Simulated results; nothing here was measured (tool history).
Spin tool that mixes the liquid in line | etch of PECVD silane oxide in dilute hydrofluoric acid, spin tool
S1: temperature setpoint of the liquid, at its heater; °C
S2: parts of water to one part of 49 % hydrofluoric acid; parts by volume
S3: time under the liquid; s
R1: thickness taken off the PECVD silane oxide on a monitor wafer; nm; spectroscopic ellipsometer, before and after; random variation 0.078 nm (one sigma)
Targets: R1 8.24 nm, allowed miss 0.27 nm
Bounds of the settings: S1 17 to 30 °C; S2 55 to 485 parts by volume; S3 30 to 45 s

run 1 hour=0 | S1=22 S2=270 S3=45 | R1=3.0365
run 2 hour=8.9 | S1=23 S2=250 S3=45 | R1=3.543
run 3 hour=10.3 | S1=24.5 S2=250 S3=45 | R1=3.67
run 4 hour=10.9 | S1=24.5 S2=250 S3=45 | R1=3.7807
run 5 hour=13.5 | S1=25 S2=235 S3=45 | R1=4.1147
run 6 hour=21.7 | S1=25.5 S2=225 S3=45 | R1=4.3246
run 7 hour=28.2 | S1=26 S2=210 S3=45 | R1=4.9708
run 8 hour=28.8 | S1=26.5 S2=200 S3=45 | R1=5.3187
run 9 hour=35.9 | S1=27 S2=195 S3=45 | R1=5.4798
run 10 hour=37.1 | S1=27.5 S2=190 S3=45 | R1=5.8476
run 11 hour=40.5 | S1=28 S2=185 S3=45 | R1=6.1584
run 12 hour=45 | S1=30 S2=130 S3=45 | R1=10.089
run 13 hour=50.2 | S1=29.5 S2=130 S3=45 | R1=9.9154
run 14 hour=51.4 | S1=29 S2=130 S3=45 | R1=9.7856

4 next moves are on the table. One of them brings every result within its allowed miss. Which?
run A hour=52.6 | S1=25 S2=125 S3=45 | R1=?
run B hour=52.6 | S1=29.5 S2=145 S3=45 | R1=?
run C hour=52.6 | S1=29 S2=150 S3=45 | R1=?
run D hour=52.6 | S1=28 S2=125 S3=35 | R1=?

move=A R1=8.6646
move=B R1=8.6194
move=C R1=8.1295
move=D R1=7.5524
A: nearer than the last run, and not there yet
B: nearer than the last run, and not there yet
C: meets every target
D: takes the result that was furthest off past its target
The right move is C.
